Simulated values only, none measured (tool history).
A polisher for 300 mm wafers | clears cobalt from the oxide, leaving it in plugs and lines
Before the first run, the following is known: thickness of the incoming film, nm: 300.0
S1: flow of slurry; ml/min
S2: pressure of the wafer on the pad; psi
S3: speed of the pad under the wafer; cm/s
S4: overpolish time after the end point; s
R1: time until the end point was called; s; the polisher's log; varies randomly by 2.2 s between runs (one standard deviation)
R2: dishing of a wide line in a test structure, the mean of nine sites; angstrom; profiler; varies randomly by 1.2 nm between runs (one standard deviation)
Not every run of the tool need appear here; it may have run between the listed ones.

run 1 hour=0.0 | S1=295 S2=1.5 S3=126 S4=23 | R1=63.019 R2=653.94
run 2 hour=2.1 | S1=230 S2=1.5 S3=126 S4=23 | R1=63.714 R2=635.73
run 3 hour=3.2 | S1=195 S2=1.5 S3=126 S4=23 | R1=67.142 R2=653.96
run 4 hour=6.8 | S1=195 S2=1.5 S3=126 S4=19 | R1=65.713 R2=567.44
run 5 hour=12.9 | S1=195 S2=1.2 S3=126 S4=19 | R1=82.953 R2=486.57
run 6 hour=13.7 | S1=225 S2=1.2 S3=126 S4=19 | R1=81.007 R2=514.88
run 7 hour=19.0 | S1=225 S2=1.1 S3=124 S4=20 | R1=91.846 R2=488.23
run 8 hour=23.8 | S1=225 S2=1.1 S3=124 S4=21 | R1=89.512 R2=496.55
run 9 hour=30.4 | S1=225 S2=1.1 S3=124 S4=22 | R1=89.146 R2=513.02
run 10 hour=32.7 | S1=225 S2=1.1 S3=122 S4=23 | R1=90.970 R2=523.89

What does the tool deliver on the next run?
run 11 hour=38.9 | S1=225 S2=1.1 S3=122 S4=24 | R1=? R2=?

R1: 91.429 s
R2: 566.74 angstrom

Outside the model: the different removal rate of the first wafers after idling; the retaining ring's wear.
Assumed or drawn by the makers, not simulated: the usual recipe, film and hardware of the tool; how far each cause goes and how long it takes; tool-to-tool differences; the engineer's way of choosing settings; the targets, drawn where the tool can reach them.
